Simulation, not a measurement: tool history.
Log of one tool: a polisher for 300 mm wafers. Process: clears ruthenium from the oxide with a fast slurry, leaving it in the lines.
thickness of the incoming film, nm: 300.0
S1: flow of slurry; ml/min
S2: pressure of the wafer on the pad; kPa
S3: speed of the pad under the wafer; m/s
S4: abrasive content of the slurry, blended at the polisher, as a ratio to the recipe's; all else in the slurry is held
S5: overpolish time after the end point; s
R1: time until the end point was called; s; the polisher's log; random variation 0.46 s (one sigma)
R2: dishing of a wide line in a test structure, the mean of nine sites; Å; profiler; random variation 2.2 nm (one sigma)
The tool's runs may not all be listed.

run,hour,S1,S2,S3,S4,S5,R1,R2
1,0,205,17.9,1.18,1,13,67.496,492.71
2,6.9,205,17.9,1.06,1,13,75.66,463.17
3,15.3,205,22.1,1.06,1,13,60.071,552.28
4,21.1,205,22.1,1.06,1,10,60.691,423.68
5,26.5,205,22.1,1.06,1,6,60.226,269.53
6,33.2,205,22.8,1.18,1,9,54.019,447.35

The next listed run, before its measurement:
7,35.9,200,23.4,1.28,1,10,?,?

Run 7 gave R1 47.829 s, R2 544.68 Å.
